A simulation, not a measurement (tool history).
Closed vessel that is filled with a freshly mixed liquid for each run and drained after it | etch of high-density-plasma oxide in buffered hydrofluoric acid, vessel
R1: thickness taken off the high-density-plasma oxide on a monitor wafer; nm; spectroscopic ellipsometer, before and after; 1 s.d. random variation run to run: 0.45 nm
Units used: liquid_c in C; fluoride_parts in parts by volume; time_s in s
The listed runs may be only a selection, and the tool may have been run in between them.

Run 1, hour 0.0: liquid_c 21.0 C, fluoride_parts 16.0 parts by volume, time_s 105 s. Result: R1 59.704 nm.
Run 2, hour 4.2: liquid_c 22.0 C, fluoride_parts 16.0 parts by volume, time_s 105 s. Result: R1 62.693 nm.
Run 3, hour 8.8: liquid_c 22.0 C, fluoride_parts 16.0 parts by volume, time_s 105 s. Result: R1 62.021 nm.
Run 4, hour 11.6: liquid_c 22.0 C, fluoride_parts 16.0 parts by volume, time_s 110 s. Result: R1 65.823 nm.
Run 5, hour 15.7: liquid_c 22.0 C, fluoride_parts 16.0 parts by volume, time_s 110 s. Result: R1 64.764 nm.
Run 6, hour 21.0: liquid_c 22.0 C, fluoride_parts 11.5 parts by volume, time_s 110 s. Result: R1 90.579 nm.
Run 7, hour 26.0: liquid_c 21.0 C, fluoride_parts 11.5 parts by volume, time_s 110 s. Result: R1 85.478 nm.

The next listed run, before its measurement:
Run 8, hour 30.4: liquid_c 20.5 C, fluoride_parts 11.5 parts by volume, time_s 110 s. Result: R1 ?.

{"run 8": {"R1": 84.341}}
